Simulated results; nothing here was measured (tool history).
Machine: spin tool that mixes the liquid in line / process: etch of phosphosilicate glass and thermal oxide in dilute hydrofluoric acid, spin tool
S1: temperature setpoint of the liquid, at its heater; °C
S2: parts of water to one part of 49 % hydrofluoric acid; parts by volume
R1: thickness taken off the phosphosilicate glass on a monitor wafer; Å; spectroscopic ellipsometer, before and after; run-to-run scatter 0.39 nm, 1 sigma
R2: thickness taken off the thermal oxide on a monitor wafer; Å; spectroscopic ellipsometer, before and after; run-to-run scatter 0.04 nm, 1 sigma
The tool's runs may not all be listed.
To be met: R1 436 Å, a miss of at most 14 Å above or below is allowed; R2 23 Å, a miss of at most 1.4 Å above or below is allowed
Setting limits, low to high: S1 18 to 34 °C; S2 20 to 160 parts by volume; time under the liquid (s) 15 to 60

run 1 day=0 | S1=26 S2=90 time_under_the_liquid_(s)=30 | R1=309.97 R2=16.279
run 2 day=0.067 | S1=28 S2=90 time_under_the_liquid_(s)=30 | R1=332.97 R2=17.518
run 3 day=0.179 | S1=29.5 S2=90 time_under_the_liquid_(s)=30 | R1=348.59 R2=18.514
run 4 day=0.308 | S1=29.5 S2=65 time_under_the_liquid_(s)=30 | R1=507.21 R2=26.673
run 5 day=0.333 | S1=29.5 S2=65 time_under_the_liquid_(s)=45 | R1=770.85 R2=39.974
run 6 day=0.421 | S1=31 S2=65 time_under_the_liquid_(s)=45 | R1=803.35 R2=41.949
run 7 day=0.462 | S1=28.5 S2=70 time_under_the_liquid_(s)=45 | R1=675.94 R2=35.715
run 8 day=0.654 | S1=26 S2=70 time_under_the_liquid_(s)=45 | R1=620.2 R2=31.938
run 9 day=0.75 | S1=24.5 S2=70 time_under_the_liquid_(s)=45 | R1=577.56 R2=30.049
run 10 day=0.846 | S1=20.5 S2=75 time_under_the_liquid_(s)=45 | R1=455.99 R2=24.12

Which single option among these 4 for the next run brings every result within its allowed miss of target? Just one does.
run A day=0.942 | S1=19 S2=80 time_under_the_liquid_(s)=50 | R1=? R2=?
run B day=0.942 | S1=20.5 S2=55 time_under_the_liquid_(s)=35 | R1=? R2=?
run C day=0.942 | S1=32 S2=95 time_under_the_liquid_(s)=40 | R1=? R2=?
run D day=0.942 | S1=22 S2=75 time_under_the_liquid_(s)=45 | R1=? R2=?

move=A R1=448.08 R2=22.667
move=B R1=501.56 R2=25.372
move=C R1=491.6 R2=24.868
move=D R1=489.98 R2=24.786
A: every result lands within tolerance
B: further off than the last run
C: further off than the last run
D: further off than the last run
Move A is the one to make.

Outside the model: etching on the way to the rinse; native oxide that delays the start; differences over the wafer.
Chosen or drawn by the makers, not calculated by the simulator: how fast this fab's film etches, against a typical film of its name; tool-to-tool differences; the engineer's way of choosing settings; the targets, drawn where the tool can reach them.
